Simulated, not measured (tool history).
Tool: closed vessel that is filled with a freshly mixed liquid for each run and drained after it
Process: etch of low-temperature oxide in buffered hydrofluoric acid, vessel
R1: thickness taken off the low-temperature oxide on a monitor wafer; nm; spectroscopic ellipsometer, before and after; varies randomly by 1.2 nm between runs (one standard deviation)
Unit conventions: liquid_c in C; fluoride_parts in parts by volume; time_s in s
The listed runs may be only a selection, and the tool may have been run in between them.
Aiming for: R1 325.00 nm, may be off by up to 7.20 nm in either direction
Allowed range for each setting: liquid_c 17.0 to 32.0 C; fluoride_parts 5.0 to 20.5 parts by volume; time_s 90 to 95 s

run 1 hour=0.0 | liquid_c=24.0 fluoride_parts=12.5 time_s=90 | R1=246.15
run 2 hour=5.7 | liquid_c=21.0 fluoride_parts=12.5 time_s=90 | R1=206.99
run 3 hour=7.3 | liquid_c=19.0 fluoride_parts=12.5 time_s=90 | R1=186.71
run 4 hour=11.8 | liquid_c=19.0 fluoride_parts=14.5 time_s=90 | R1=161.23
run 5 hour=19.1 | liquid_c=21.5 fluoride_parts=14.5 time_s=90 | R1=183.91
run 6 hour=23.5 | liquid_c=18.0 fluoride_parts=14.5 time_s=90 | R1=151.15
run 7 hour=32.3 | liquid_c=22.0 fluoride_parts=14.0 time_s=90 | R1=197.41
run 8 hour=39.2 | liquid_c=24.0 fluoride_parts=14.0 time_s=90 | R1=218.50
run 9 hour=42.2 | liquid_c=25.5 fluoride_parts=14.0 time_s=90 | R1=237.40
run 10 hour=46.1 | liquid_c=26.5 fluoride_parts=14.0 time_s=90 | R1=250.64
run 11 hour=47.4 | liquid_c=27.5 fluoride_parts=14.0 time_s=90 | R1=263.60
run 12 hour=49.7 | liquid_c=28.5 fluoride_parts=14.0 time_s=90 | R1=277.08
run 13 hour=55.1 | liquid_c=29.0 fluoride_parts=14.0 time_s=90 | R1=289.38
run 14 hour=59.5 | liquid_c=29.5 fluoride_parts=14.0 time_s=90 | R1=294.28
run 15 hour=64.5 | liquid_c=30.0 fluoride_parts=14.0 time_s=90 | R1=302.79

Which of these 4 next moves meets every target?
run A hour=69.5 | liquid_c=32.0 fluoride_parts=13.5 time_s=90 | R1=?
run B hour=69.5 | liquid_c=31.5 fluoride_parts=15.0 time_s=90 | R1=?
run C hour=69.5 | liquid_c=31.0 fluoride_parts=14.5 time_s=95 | R1=?
run D hour=69.5 | liquid_c=30.5 fluoride_parts=13.5 time_s=95 | R1=?

move=A R1=348.11
move=B R1=305.95
move=C R1=325.26
move=D R1=339.81
A: moves the result that the last run missed by most past its target, out the other side
B: closer than the last run, but not yet in spec
C: every result within its allowed miss
D: moves the result that the last run missed by most past its target, out the other side
The move that meets every target is C.
